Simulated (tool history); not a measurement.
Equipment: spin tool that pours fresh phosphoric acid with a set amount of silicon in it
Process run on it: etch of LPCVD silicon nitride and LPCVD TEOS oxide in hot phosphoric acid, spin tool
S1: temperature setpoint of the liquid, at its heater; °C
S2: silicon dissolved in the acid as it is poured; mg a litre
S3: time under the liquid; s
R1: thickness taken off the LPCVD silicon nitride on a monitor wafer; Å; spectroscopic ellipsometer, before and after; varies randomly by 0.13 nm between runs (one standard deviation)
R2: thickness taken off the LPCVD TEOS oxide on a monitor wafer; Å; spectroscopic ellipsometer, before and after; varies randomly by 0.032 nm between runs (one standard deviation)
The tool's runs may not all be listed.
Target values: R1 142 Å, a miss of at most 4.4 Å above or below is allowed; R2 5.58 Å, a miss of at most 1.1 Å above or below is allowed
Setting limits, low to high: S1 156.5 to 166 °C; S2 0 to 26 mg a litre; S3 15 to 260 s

run	hour	S1	S2	S3	R1	R2
1	0	161	11.5	130	107.78	4.1662
2	4.1	163	11.5	130	114.27	4.4672
3	5.1	161	11.5	130	109.88	4.3086
4	13.2	163	11.5	130	116.44	4.0452
5	13.7	163.5	9.5	135	123.54	5.1757
6	18.3	163.5	4.5	135	119.8	5.2521
7	19.2	164	6	140	128.89	6.0545
# hour 28.1: heated supply line repaired
8	28.1	164.5	8	140	139.63	7.4613

Which one of the following 4 next-run settings gets every result inside its allowed miss? There is exactly one.
A	37	159	8.5	170	?	?
B	37	165.5	10	130	?	?
C	37	164.5	3.5	130	?	?
D	37	165.5	1.5	130	?	?

move	R1	R2
A	142.47	5.1057
B	135.23	6.0861
C	130.86	6.4786
D	135.23	7.2357
A: all results in spec
B: brings the result that was furthest off to its target, and leaves another outside
C: brings the result that was furthest off to its target, and leaves another outside
D: moves toward the targets from the last run without getting all of them in spec
Answer: A

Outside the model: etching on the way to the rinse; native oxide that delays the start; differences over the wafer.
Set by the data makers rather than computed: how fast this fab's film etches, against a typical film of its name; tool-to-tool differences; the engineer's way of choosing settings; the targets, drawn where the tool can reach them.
